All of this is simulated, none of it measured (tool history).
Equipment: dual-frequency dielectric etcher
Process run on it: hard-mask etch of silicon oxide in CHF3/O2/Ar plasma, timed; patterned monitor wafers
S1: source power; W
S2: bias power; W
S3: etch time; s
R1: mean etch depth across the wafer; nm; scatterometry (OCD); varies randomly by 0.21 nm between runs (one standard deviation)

run  hour   S1   S2    S3      R1
  1   0.0  870  192  17.0  38.092
  2   5.9  830  184  17.0  36.250
  3  14.6  920  184  17.0  39.019
  4  22.7  920  184  15.5  35.318
  5  31.2  920  197  15.5  35.935
  6  37.6  870  193  15.5  34.355
  7  41.6  840  192  15.5  34.079

Expected results for the next run?
  8  48.3  810  190  15.5   ?

R1: 32.796 nm

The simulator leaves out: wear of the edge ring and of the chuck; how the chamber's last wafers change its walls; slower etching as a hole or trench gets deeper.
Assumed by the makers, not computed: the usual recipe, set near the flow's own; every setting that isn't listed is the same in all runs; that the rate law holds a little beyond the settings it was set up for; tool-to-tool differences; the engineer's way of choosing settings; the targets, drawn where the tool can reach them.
